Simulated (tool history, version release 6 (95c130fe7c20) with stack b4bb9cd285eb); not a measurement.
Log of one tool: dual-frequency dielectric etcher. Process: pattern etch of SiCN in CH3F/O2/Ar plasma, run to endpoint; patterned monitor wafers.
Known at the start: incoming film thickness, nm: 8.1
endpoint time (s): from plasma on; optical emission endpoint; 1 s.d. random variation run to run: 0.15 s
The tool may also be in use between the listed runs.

| run | hour | source power (W) | bias power (W) | endpoint time (s) |
|---|---|---|---|---|
| 1 | 0 | 380 | 73 | 19.613 |
| 2 | 2.5 | 360 | 71 | 20.106 |
| 3 | 6.3 | 390 | 71 | 19.901 |
| 4 | 11.3 | 450 | 71 | 19.164 |
| 5 | 18.3 | 510 | 71 | 18.5 |
| 6 | 19.6 | 540 | 71 | 18.188 |

Estimate the outcome of run 7 from the log above:
| 7 | 23.7 | 510 | 67 | ? |

{"run 7": {"endpoint time (s)": 18.875}}
